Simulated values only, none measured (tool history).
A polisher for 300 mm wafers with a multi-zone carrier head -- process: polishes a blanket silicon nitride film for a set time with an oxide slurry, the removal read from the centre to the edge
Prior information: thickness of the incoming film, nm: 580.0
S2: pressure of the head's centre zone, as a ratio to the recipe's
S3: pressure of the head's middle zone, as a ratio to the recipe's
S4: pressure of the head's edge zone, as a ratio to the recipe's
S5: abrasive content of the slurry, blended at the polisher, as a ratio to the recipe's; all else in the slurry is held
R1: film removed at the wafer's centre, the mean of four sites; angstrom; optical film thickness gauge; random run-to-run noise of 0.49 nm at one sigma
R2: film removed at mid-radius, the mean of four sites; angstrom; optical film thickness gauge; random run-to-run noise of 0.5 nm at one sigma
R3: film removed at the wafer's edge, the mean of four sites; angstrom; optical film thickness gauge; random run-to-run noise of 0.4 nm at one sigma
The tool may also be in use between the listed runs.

Run 1, hour 0.0: flow of slurry (ml/min) 175, S2 1.00, S3 1.00, S4 1.00, S5 1.00, polishing time (s) 76. Result: R1 612.41 angstrom, R2 621.44 angstrom, R3 626.91 angstrom.
Run 2, hour 1.3: flow of slurry (ml/min) 170, S2 0.98, S3 1.00, S4 0.98, S5 0.95, polishing time (s) 76. Result: R1 577.12 angstrom, R2 598.63 angstrom, R3 593.78 angstrom.
Run 3, hour 2.0: flow of slurry (ml/min) 165, S2 0.96, S3 1.00, S4 0.97, S5 0.95, polishing time (s) 76. Result: R1 574.22 angstrom, R2 609.17 angstrom, R3 596.45 angstrom.
Run 4, hour 2.8: flow of slurry (ml/min) 145, S2 0.96, S3 1.00, S4 0.97, S5 0.95, polishing time (s) 76. Result: R1 552.96 angstrom, R2 583.10 angstrom, R3 578.45 angstrom.
Run 5, hour 4.7: flow of slurry (ml/min) 145, S2 0.96, S3 1.00, S4 0.97, S5 0.85, polishing time (s) 76. Result: R1 514.92 angstrom, R2 542.07 angstrom, R3 541.93 angstrom.
Run 6, hour 8.3: flow of slurry (ml/min) 145, S2 0.95, S3 1.01, S4 0.97, S5 0.85, polishing time (s) 76. Result: R1 524.57 angstrom, R2 552.81 angstrom, R3 543.47 angstrom.
Run 7, hour 10.4: flow of slurry (ml/min) 140, S2 0.93, S3 1.02, S4 0.97, S5 0.85, polishing time (s) 76. Result: R1 500.49 angstrom, R2 551.46 angstrom, R3 542.77 angstrom.

Run 8 has not been measured yet. What should we expect?
Run 8, hour 18.9: flow of slurry (ml/min) 140, S2 0.92, S3 1.03, S4 0.96, S5 0.85, polishing time (s) 76. Result: R1 ?, R2 ?, R3 ?.

{"run 8": {"R1": 497.05, "R2": 562.8, "R3": 538.95}}

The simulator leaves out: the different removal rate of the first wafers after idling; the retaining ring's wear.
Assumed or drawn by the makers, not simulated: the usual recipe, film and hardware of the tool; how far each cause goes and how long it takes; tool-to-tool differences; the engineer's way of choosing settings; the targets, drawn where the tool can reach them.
